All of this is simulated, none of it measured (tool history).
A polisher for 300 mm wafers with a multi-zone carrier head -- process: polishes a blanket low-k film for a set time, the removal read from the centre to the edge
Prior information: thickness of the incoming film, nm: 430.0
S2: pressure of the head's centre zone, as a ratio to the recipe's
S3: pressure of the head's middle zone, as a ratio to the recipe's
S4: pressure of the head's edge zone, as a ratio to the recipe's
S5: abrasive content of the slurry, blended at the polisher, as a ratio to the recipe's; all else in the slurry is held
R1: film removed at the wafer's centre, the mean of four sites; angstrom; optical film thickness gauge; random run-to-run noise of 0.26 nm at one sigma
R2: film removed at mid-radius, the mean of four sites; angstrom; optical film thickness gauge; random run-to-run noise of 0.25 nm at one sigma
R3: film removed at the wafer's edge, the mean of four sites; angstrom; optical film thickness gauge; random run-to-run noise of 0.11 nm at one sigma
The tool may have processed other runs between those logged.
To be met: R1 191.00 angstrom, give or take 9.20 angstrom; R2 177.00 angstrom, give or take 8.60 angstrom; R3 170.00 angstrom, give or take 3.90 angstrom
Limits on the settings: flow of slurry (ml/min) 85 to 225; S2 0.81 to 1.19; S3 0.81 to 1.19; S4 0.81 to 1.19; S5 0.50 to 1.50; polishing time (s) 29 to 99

Run 1, hour 0.0: flow of slurry (ml/min) 145, S2 1.00, S3 1.00, S4 1.00, S5 1.00, polishing time (s) 64. Result: R1 252.06 angstrom, R2 233.48 angstrom, R3 232.73 angstrom.
Run 2, hour 1.7: flow of slurry (ml/min) 140, S2 0.99, S3 0.99, S4 0.96, S5 0.90, polishing time (s) 64. Result: R1 236.08 angstrom, R2 218.61 angstrom, R3 217.38 angstrom.
Run 3, hour 4.6: flow of slurry (ml/min) 135, S2 0.99, S3 0.99, S4 0.93, S5 0.80, polishing time (s) 64. Result: R1 220.12 angstrom, R2 204.39 angstrom, R3 200.48 angstrom.
Run 4, hour 8.6: flow of slurry (ml/min) 125, S2 0.99, S3 0.98, S4 0.90, S5 0.75, polishing time (s) 64. Result: R1 214.08 angstrom, R2 194.77 angstrom, R3 190.79 angstrom.
Run 5, hour 13.3: flow of slurry (ml/min) 120, S2 0.98, S3 0.98, S4 0.88, S5 0.75, polishing time (s) 64. Result: R1 203.49 angstrom, R2 188.65 angstrom, R3 186.83 angstrom.
Run 6, hour 14.0: flow of slurry (ml/min) 120, S2 0.93, S3 0.98, S4 0.88, S5 0.75, polishing time (s) 64. Result: R1 192.96 angstrom, R2 188.78 angstrom, R3 187.32 angstrom.
Run 7, hour 17.4: flow of slurry (ml/min) 115, S2 0.95, S3 0.98, S4 0.86, S5 0.75, polishing time (s) 64. Result: R1 194.63 angstrom, R2 190.94 angstrom, R3 185.46 angstrom.
Run 8, hour 22.5: flow of slurry (ml/min) 105, S2 1.02, S3 0.94, S4 0.81, S5 0.60, polishing time (s) 64. Result: R1 175.95 angstrom, R2 161.55 angstrom, R3 157.76 angstrom.
Run 9, hour 26.7: flow of slurry (ml/min) 115, S2 1.01, S3 0.95, S4 0.82, S5 0.60, polishing time (s) 64. Result: R1 185.80 angstrom, R2 166.45 angstrom, R3 161.17 angstrom.
At hour 27.7: centre zone pressure recalibrated.
Run 10, hour 27.7: flow of slurry (ml/min) 120, S2 1.00, S3 0.96, S4 0.83, S5 0.60, polishing time (s) 64. Result: R1 169.45 angstrom, R2 167.73 angstrom, R3 162.49 angstrom.
Run 11, hour 34.6: flow of slurry (ml/min) 120, S2 1.01, S3 0.97, S4 0.85, S5 0.60, polishing time (s) 64. Result: R1 168.91 angstrom, R2 164.79 angstrom, R3 164.42 angstrom.
Run 12, hour 43.6: flow of slurry (ml/min) 130, S2 1.01, S3 0.96, S4 0.84, S5 0.60, polishing time (s) 64. Result: R1 178.35 angstrom, R2 168.80 angstrom, R3 165.53 angstrom.
Run 13, hour 51.0: flow of slurry (ml/min) 135, S2 1.02, S3 0.97, S4 0.84, S5 0.60, polishing time (s) 64. Result: R1 181.39 angstrom, R2 171.54 angstrom, R3 167.60 angstrom.

Exercise: of the 4 proposed moves below, exactly one satisfies all targets within the stated allowed misses. Which move is it?
Run A, hour 58.4: flow of slurry (ml/min) 165, S2 0.95, S3 0.85, S4 1.00, S5 0.50, polishing time (s) 68. Result: R1 ?, R2 ?, R3 ?.
Run B, hour 58.4: flow of slurry (ml/min) 110, S2 1.05, S3 0.96, S4 0.81, S5 0.95, polishing time (s) 55. Result: R1 ?, R2 ?, R3 ?.
Run C, hour 58.4: flow of slurry (ml/min) 150, S2 0.98, S3 1.05, S4 0.81, S5 0.65, polishing time (s) 66. Result: R1 ?, R2 ?, R3 ?.
Run D, hour 58.4: flow of slurry (ml/min) 175, S2 0.92, S3 0.94, S4 0.96, S5 0.50, polishing time (s) 71. Result: R1 ?, R2 ?, R3 ?.

move      R1      R2      R3
   A  168.51  156.14  180.09
   B  187.27  174.64  173.74
   C  190.75  202.69  183.09
   D  172.49  178.31  186.24
A: moves away from the targets compared with the last run
B: in spec on every target
C: the furthest-off result lands on target, but another misses its tolerance
D: moves away from the targets compared with the last run
Correct choice: B, which meets every target
